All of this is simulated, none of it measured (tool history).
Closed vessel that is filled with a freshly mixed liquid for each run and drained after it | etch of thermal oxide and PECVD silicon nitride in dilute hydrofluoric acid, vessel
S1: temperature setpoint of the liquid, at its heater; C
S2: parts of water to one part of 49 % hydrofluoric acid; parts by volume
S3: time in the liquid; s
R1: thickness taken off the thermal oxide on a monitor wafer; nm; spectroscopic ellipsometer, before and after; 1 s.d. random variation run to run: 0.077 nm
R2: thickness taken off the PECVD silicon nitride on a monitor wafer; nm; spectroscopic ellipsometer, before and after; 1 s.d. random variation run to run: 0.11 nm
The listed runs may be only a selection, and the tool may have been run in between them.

run 1 hour=0.0 | S1=21.0 S2=60 S3=75 | R1=5.2037 R2=4.1167
run 2 hour=1.5 | S1=22.0 S2=55 S3=75 | R1=5.8688 R2=4.8491
run 3 hour=7.0 | S1=22.0 S2=55 S3=60 | R1=4.7392 R2=3.8208
run 4 hour=10.7 | S1=22.5 S2=50 S3=65 | R1=5.7858 R2=4.8276
run 5 hour=13.1 | S1=23.0 S2=45 S3=65 | R1=6.6321 R2=5.3576
run 6 hour=21.6 | S1=24.0 S2=40 S3=65 | R1=7.8595 R2=6.4150
run 7 hour=26.1 | S1=25.0 S2=40 S3=65 | R1=8.1145 R2=6.8738
run 8 hour=32.0 | S1=25.0 S2=40 S3=65 | R1=8.1308 R2=7.0082
run 9 hour=35.5 | S1=25.5 S2=35 S3=65 | R1=9.4654 R2=8.1694
run 10 hour=41.0 | S1=27.5 S2=25 S3=65 | R1=14.7390 R2=13.2430
run 11 hour=46.6 | S1=26.5 S2=25 S3=65 | R1=14.1780 R2=12.0270

For run 12, what comes out?
run 12 hour=52.4 | S1=26.5 S2=30 S3=65 | R1=? R2=?

R1: 11.8090 nm
R2: 10.2200 nm
